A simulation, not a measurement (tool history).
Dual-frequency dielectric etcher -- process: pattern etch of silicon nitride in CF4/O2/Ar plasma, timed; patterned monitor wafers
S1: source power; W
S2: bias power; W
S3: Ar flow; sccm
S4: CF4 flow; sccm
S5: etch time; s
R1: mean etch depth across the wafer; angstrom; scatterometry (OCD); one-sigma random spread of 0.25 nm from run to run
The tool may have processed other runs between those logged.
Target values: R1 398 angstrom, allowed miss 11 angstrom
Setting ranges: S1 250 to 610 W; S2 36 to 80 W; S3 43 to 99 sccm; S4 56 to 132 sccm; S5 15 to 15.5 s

{"run": 1, "hour": 0.0, "S1": 430, "S2": 58, "S3": 71, "S4": 94, "S5": 15, "R1": 277.99}
{"run": 2, "hour": 7.2, "S1": 480, "S2": 58, "S3": 71, "S4": 94, "S5": 15, "R1": 305.47}
{"run": 3, "hour": 8.2, "S1": 480, "S2": 58, "S3": 81, "S4": 94, "S5": 15, "R1": 299.14}
{"run": 4, "hour": 13.5, "S1": 480, "S2": 64, "S3": 81, "S4": 94, "S5": 15, "R1": 312.47}
{"run": 5, "hour": 20.9, "S1": 510, "S2": 65, "S3": 81, "S4": 94, "S5": 15, "R1": 334.28}
{"run": 6, "hour": 25.5, "S1": 510, "S2": 65, "S3": 81, "S4": 94, "S5": 15, "R1": 333.62}
{"run": 7, "hour": 30.7, "S1": 530, "S2": 65, "S3": 81, "S4": 94, "S5": 15, "R1": 347.03}
{"run": 8, "hour": 34.9, "S1": 550, "S2": 65, "S3": 81, "S4": 94, "S5": 15, "R1": 357.21}
{"run": 9, "hour": 43.8, "S1": 560, "S2": 65, "S3": 81, "S4": 94, "S5": 15, "R1": 364.84}
{"run": 10, "hour": 46.0, "S1": 570, "S2": 65, "S3": 81, "S4": 94, "S5": 15, "R1": 365.98}
{"run": 11, "hour": 51.3, "S1": 580, "S2": 66, "S3": 81, "S4": 94, "S5": 15, "R1": 377.97}

Which single option among these 4 for the next run brings every result within its allowed miss of target? Just one does.
{"run": "A", "hour": 56.6, "S1": 550, "S2": 61, "S3": 68, "S4": 105, "S5": 15.5, "R1": "?"}
{"run": "B", "hour": 56.6, "S1": 570, "S2": 68, "S3": 84, "S4": 95, "S5": 15, "R1": "?"}
{"run": "C", "hour": 56.6, "S1": 590, "S2": 64, "S3": 79, "S4": 100, "S5": 15, "R1": "?"}
{"run": "D", "hour": 56.6, "S1": 610, "S2": 62, "S3": 79, "S4": 111, "S5": 15.5, "R1": "?"}

move=A R1=369.11
move=B R1=375.66
move=C R1=380.57
move=D R1=402.83
A: its largest miss is bigger than the last run's
B: its largest miss is bigger than the last run's
C: gains on the last run, yet a result remains outside its allowed miss
D: all results in spec
Go with D: it meets all targets.

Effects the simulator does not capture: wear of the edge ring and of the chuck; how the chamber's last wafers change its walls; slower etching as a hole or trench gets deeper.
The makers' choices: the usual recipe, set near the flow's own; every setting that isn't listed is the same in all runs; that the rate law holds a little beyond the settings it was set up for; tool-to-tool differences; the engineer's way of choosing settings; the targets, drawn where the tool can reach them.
